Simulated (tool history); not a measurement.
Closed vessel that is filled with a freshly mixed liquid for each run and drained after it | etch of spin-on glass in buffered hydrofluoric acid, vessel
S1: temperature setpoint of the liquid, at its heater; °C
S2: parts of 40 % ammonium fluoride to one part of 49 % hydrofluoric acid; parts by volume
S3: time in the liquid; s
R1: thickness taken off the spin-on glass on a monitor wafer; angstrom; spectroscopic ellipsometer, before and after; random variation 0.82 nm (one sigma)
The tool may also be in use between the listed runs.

| run | day | S1 | S2 | S3 | R1 |
|---|---|---|---|---|---|
| 1 | 0 | 22 | 19.5 | 90 | 1860.3 |
| 2 | 0.35 | 21 | 19.5 | 90 | 1777.8 |
| 3 | 0.558 | 20.5 | 19.5 | 90 | 1717.6 |
| 4 | 0.908 | 20 | 19.5 | 90 | 1662.7 |
| 5 | 1.125 | 20 | 19.5 | 90 | 1663.9 |
| 6 | 1.362 | 19.5 | 19.5 | 90 | 1631.6 |

Run 7 comes next. What will it give?
| 7 | 1.717 | 19 | 19.5 | 90 | ? |

R1: 1570.1 angstrom

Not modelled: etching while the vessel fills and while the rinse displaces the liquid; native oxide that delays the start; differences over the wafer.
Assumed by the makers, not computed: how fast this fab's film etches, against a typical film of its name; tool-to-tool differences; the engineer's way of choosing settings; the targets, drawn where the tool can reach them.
